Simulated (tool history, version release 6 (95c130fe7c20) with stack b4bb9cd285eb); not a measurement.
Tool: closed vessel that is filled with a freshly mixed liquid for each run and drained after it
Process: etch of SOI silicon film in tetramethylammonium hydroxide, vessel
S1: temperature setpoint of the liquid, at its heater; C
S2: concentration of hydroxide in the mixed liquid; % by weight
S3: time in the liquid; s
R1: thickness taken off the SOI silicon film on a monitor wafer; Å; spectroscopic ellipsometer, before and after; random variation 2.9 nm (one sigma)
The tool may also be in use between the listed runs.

run 1 day=0 | S1=60 S2=18.5 S3=90 | R1=2705
run 2 day=0.321 | S1=60 S2=18.5 S3=95 | R1=2865.3
run 3 day=0.488 | S1=60 S2=21.5 S3=95 | R1=2663.8
run 4 day=0.808 | S1=61 S2=21.5 S3=95 | R1=2795
run 5 day=0.975 | S1=57.5 S2=21.5 S3=95 | R1=2264.7
run 6 day=1.158 | S1=59.5 S2=21.5 S3=95 | R1=2544.8
run 7 day=1.371 | S1=61 S2=21.5 S3=95 | R1=2781.2

The next listed run, before its measurement:
run 8 day=1.583 | S1=62 S2=21.5 S3=95 | R1=?

{"run 8": {"R1": 2982.4}}

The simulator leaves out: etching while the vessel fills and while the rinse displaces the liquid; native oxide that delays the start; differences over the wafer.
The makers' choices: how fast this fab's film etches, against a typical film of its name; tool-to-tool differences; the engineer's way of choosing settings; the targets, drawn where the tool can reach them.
